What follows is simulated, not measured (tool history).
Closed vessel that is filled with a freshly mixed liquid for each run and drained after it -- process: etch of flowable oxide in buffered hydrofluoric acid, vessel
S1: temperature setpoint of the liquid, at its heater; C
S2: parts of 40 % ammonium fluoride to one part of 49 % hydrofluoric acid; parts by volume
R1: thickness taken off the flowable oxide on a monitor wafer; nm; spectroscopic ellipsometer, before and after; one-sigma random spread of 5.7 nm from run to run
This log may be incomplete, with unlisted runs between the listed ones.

run 1 hour=0 | S1=20 S2=10.5 time_in_the_liquid_(s)=100 | R1=334.09
run 2 hour=3.7 | S1=21.5 S2=10 time_in_the_liquid_(s)=100 | R1=382.44
run 3 hour=8.3 | S1=23 S2=10 time_in_the_liquid_(s)=100 | R1=420.48
run 4 hour=17.1 | S1=21 S2=10 time_in_the_liquid_(s)=100 | R1=376.87
run 5 hour=21.1 | S1=22 S2=9.5 time_in_the_liquid_(s)=100 | R1=409.32
run 6 hour=28.2 | S1=24 S2=9.5 time_in_the_liquid_(s)=100 | R1=449.52
run 7 hour=34.8 | S1=24.5 S2=9 time_in_the_liquid_(s)=100 | R1=490.32
run 8 hour=41 | S1=25 S2=8.5 time_in_the_liquid_(s)=100 | R1=530.41
run 9 hour=49 | S1=28 S2=7 time_in_the_liquid_(s)=100 | R1=775.11

The next listed run, before its measurement:
run 10 hour=57.6 | S1=27.5 S2=7 time_in_the_liquid_(s)=100 | R1=?

Logged for run 10: R1 754.77 nm.
